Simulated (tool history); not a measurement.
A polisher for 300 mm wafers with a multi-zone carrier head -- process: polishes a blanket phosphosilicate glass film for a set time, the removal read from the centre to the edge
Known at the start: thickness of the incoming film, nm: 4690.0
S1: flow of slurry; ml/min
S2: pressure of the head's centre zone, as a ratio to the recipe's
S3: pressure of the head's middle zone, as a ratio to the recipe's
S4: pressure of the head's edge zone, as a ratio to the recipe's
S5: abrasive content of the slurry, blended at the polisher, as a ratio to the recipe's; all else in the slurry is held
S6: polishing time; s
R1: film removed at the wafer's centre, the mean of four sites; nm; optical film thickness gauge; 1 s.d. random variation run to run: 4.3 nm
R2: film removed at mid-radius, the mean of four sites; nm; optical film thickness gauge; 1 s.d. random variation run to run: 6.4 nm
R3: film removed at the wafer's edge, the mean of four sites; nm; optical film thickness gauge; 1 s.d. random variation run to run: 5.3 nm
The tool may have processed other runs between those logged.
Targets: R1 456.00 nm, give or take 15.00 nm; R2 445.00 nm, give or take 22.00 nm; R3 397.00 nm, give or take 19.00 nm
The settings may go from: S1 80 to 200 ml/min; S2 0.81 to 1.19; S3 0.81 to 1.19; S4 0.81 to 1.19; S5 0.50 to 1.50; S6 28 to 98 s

Run 1, hour 0.0: S1 130 ml/min, S2 1.00, S3 1.00, S4 1.00, S5 1.00, S6 63 s. Result: R1 621.67 nm, R2 633.57 nm, R3 647.02 nm.
Run 2, hour 8.6: S1 130 ml/min, S2 1.00, S3 1.00, S4 0.93, S5 1.00, S6 63 s. Result: R1 612.73 nm, R2 620.82 nm, R3 612.57 nm.
Run 3, hour 9.5: S1 130 ml/min, S2 1.01, S3 1.01, S4 0.91, S5 0.90, S6 61 s. Result: R1 588.81 nm, R2 588.71 nm, R3 560.37 nm.
Run 4, hour 13.3: S1 130 ml/min, S2 1.01, S3 1.01, S4 0.90, S5 0.85, S6 60 s. Result: R1 558.19 nm, R2 562.25 nm, R3 549.05 nm.
Run 5, hour 21.2: S1 130 ml/min, S2 1.03, S3 1.02, S4 0.88, S5 0.80, S6 58 s. Result: R1 546.43 nm, R2 539.10 nm, R3 508.73 nm.
Run 6, hour 27.4: S1 130 ml/min, S2 1.12, S3 1.02, S4 0.88, S5 0.80, S6 58 s. Result: R1 585.11 nm, R2 555.25 nm, R3 499.88 nm.
Run 7, hour 31.1: S1 125 ml/min, S2 1.11, S3 1.02, S4 0.87, S5 0.75, S6 57 s. Result: R1 550.65 nm, R2 504.41 nm, R3 479.45 nm.
Run 8, hour 38.3: S1 130 ml/min, S2 1.09, S3 1.12, S4 0.81, S5 0.50, S6 52 s. Result: R1 432.21 nm, R2 432.19 nm, R3 363.77 nm.

Pick the move, out of 5, that brings all results within their allowed miss; only one does.
Run A, hour 45.5: S1 140 ml/min, S2 1.07, S3 1.04, S4 0.82, S5 0.50, S6 55 s. Result: R1 ?, R2 ?, R3 ?.
Run B, hour 45.5: S1 150 ml/min, S2 1.18, S3 1.12, S4 0.82, S5 0.55, S6 44 s. Result: R1 ?, R2 ?, R3 ?.
Run C, hour 45.5: S1 130 ml/min, S2 1.14, S3 0.93, S4 0.89, S5 0.50, S6 54 s. Result: R1 ?, R2 ?, R3 ?.
Run D, hour 45.5: S1 145 ml/min, S2 1.15, S3 1.19, S4 0.82, S5 0.60, S6 46 s. Result: R1 ?, R2 ?, R3 ?.
Run E, hour 45.5: S1 110 ml/min, S2 1.09, S3 1.19, S4 0.82, S5 0.50, S6 58 s. Result: R1 ?, R2 ?, R3 ?.

move      R1      R2      R3
   A  461.20  435.73  392.50
   B  429.85  390.88  328.97
   C  473.07  382.62  395.97
   D  449.67  442.41  353.69
   E  462.69  485.12  395.81
A: all results in spec
B: misses by more than the last run did
C: brings the last run's worst result on target, with another outside its allowed miss
D: misses by more than the last run did
E: brings the last run's worst result on target, with another outside its allowed miss
The right move is A.
